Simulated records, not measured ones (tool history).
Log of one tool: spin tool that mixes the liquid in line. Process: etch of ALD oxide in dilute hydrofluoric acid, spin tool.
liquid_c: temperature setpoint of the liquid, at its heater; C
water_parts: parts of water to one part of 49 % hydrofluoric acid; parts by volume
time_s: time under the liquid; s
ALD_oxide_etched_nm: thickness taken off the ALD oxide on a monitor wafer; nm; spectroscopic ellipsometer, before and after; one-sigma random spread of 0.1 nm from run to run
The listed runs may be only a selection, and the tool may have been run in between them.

Run 1, hour 0.0: liquid_c 23 C, water_parts 55 parts by volume, time_s 45 s. Result: ALD_oxide_etched_nm 7.6928 nm.
Run 2, hour 5.2: liquid_c 23 C, water_parts 45 parts by volume, time_s 45 s. Result: ALD_oxide_etched_nm 9.6879 nm.
Run 3, hour 9.6: liquid_c 23 C, water_parts 65 parts by volume, time_s 45 s. Result: ALD_oxide_etched_nm 6.4911 nm.
Run 4, hour 16.8: liquid_c 23 C, water_parts 65 parts by volume, time_s 50 s. Result: ALD_oxide_etched_nm 7.1229 nm.
Run 5, hour 17.4: liquid_c 24 C, water_parts 60 parts by volume, time_s 50 s. Result: ALD_oxide_etched_nm 8.1944 nm.
Run 6, hour 23.4: liquid_c 25 C, water_parts 55 parts by volume, time_s 50 s. Result: ALD_oxide_etched_nm 9.3007 nm.

Estimate the outcome of run 7 from the log above:
Run 7, hour 25.9: liquid_c 29 C, water_parts 30 parts by volume, time_s 50 s. Result: ALD_oxide_etched_nm ?.

ALD_oxide_etched_nm: 20.9720 nm
